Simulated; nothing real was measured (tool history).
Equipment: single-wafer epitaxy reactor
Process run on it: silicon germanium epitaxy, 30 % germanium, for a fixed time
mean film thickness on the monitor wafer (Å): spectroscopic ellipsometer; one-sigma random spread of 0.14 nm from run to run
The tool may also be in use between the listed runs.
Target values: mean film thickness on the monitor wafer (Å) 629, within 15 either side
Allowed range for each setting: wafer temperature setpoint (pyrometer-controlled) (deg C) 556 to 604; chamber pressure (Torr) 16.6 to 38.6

run	hour	wafer temperature setpoint (pyrometer-controlled) (deg C)	chamber pressure (Torr)	mean film thickness on the monitor wafer (Å)
1	0	580	27.6	449.89
2	3.7	582	27.7	468.58
3	7.2	589	27.7	524.12
4	11.4	590	27.8	535.68
5	12.7	591	27.9	544.25
6	19	581	27.9	460.45
7	24.4	583	28	478.65
8	32.7	585	28.1	495.61
9	41.1	587	28.2	512.93
10	45.4	589	28.3	530.85
11	52.2	590	28.4	537.46
12	56	591	28.5	550.48
13	56.7	592	28.5	558.11

Below are 5 possible settings for the next run. Only one of them brings all results inside the allowed miss of their targets. Which is it?
A	57.4	597	26.9	?
B	57.4	598	30.1	?
C	57.4	601	30.9	?
D	57.4	604	27.7	?
E	57.4	601	30.5	?

move	mean film thickness on the monitor wafer (Å)
A	589.06
B	632.42
C	672.29
D	669.12
E	668.1
A: moves toward the targets from the last run without getting all of them in spec
B: every result lands within tolerance
C: takes the biggest miss from the last run beyond its target
D: takes the biggest miss from the last run beyond its target
E: takes the biggest miss from the last run beyond its target
So the answer is move B, the one that meets all the targets.

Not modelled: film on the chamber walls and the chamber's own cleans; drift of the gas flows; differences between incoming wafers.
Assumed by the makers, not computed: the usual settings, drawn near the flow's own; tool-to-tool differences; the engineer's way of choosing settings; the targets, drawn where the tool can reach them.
